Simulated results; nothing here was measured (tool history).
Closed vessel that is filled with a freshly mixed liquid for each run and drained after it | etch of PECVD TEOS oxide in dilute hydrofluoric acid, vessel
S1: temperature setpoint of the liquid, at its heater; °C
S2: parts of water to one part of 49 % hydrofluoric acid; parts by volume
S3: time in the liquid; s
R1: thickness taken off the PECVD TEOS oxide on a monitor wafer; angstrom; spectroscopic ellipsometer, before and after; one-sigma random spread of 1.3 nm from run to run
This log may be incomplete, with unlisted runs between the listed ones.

run    day    S1  S2   S3      R1
  1      0    22  65  215   665.5
  2  0.058    22  65  215  674.14
  3  0.404  20.5  65  215  624.35
  4  0.558  23.5  55  215  847.35
  5  0.633  25.5  45  215  1145.2
  6  0.879  25.5  35  215  1494.1
  7  1.121  26.5  35  215  1543.4
  8  1.367    27  35  215  1591.4
  9  1.475  27.5  35  215  1619.6

Estimate the outcome of run 10 from the log above:
 10  1.546  28  35  215   ?

Run 10 measured R1 1639.5 angstrom.

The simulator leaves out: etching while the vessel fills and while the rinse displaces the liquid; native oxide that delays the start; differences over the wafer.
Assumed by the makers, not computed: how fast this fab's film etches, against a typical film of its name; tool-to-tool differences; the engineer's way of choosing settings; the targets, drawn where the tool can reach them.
